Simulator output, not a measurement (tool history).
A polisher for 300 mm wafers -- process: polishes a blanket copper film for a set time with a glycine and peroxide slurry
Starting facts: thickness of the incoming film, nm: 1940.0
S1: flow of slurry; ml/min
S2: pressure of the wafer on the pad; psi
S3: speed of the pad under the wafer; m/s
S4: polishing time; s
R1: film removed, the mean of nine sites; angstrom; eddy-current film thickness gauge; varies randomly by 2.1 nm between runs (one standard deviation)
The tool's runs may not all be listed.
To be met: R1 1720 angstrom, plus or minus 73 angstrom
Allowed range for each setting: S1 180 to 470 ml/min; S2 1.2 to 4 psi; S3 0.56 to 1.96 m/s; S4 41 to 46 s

{"run": 1, "day": 0.0, "S1": 300, "S2": 2.6, "S3": 1.26, "S4": 46, "R1": 3093.4}
{"run": 2, "day": 0.046, "S1": 300, "S2": 2.6, "S3": 1.56, "S4": 46, "R1": 3729.1}
{"run": 3, "day": 0.171, "S1": 300, "S2": 2.6, "S3": 1.56, "S4": 41, "R1": 3315.7}
{"run": 4, "day": 0.262, "S1": 300, "S2": 2.6, "S3": 1.56, "S4": 41, "R1": 3344.1}
{"run": 5, "day": 0.438, "S1": 295, "S2": 2.1, "S3": 1.44, "S4": 41, "R1": 2614.9}
{"run": 6, "day": 0.667, "S1": 365, "S2": 2.1, "S3": 1.44, "S4": 41, "R1": 2777}
{"run": 7, "day": 0.854, "S1": 345, "S2": 1.8, "S3": 1.36, "S4": 41, "R1": 2260.7}
{"day": 1.138, "done": "worn pad replaced by a new one"}
{"run": 8, "day": 1.138, "S1": 330, "S2": 1.6, "S3": 1.36, "S4": 41, "R1": 2314.8}
{"run": 9, "day": 1.338, "S1": 330, "S2": 1.5, "S3": 1.24, "S4": 41, "R1": 2075.3}
{"run": 10, "day": 1.617, "S1": 330, "S2": 1.4, "S3": 1.16, "S4": 41, "R1": 1878.7}

Of the 4 settings listed for the next run, only one would bring every result within its allowed miss of target. Which one?
{"run": "A", "day": 1.896, "S1": 330, "S2": 1.5, "S3": 1.1, "S4": 41, "R1": "?"}
{"run": "B", "day": 1.896, "S1": 375, "S2": 1.3, "S3": 1.1, "S4": 41, "R1": "?"}
{"run": "C", "day": 1.896, "S1": 335, "S2": 1.4, "S3": 1.2, "S4": 41, "R1": "?"}
{"run": "D", "day": 1.896, "S1": 270, "S2": 1.3, "S3": 1.28, "S4": 42, "R1": "?"}

move=A R1=1920.2
move=B R1=1784.2
move=C R1=1970.2
move=D R1=1989.2
A: moves away from the targets compared with the last run
B: each result inside its tolerance
C: moves away from the targets compared with the last run
D: moves away from the targets compared with the last run
B meets every target.
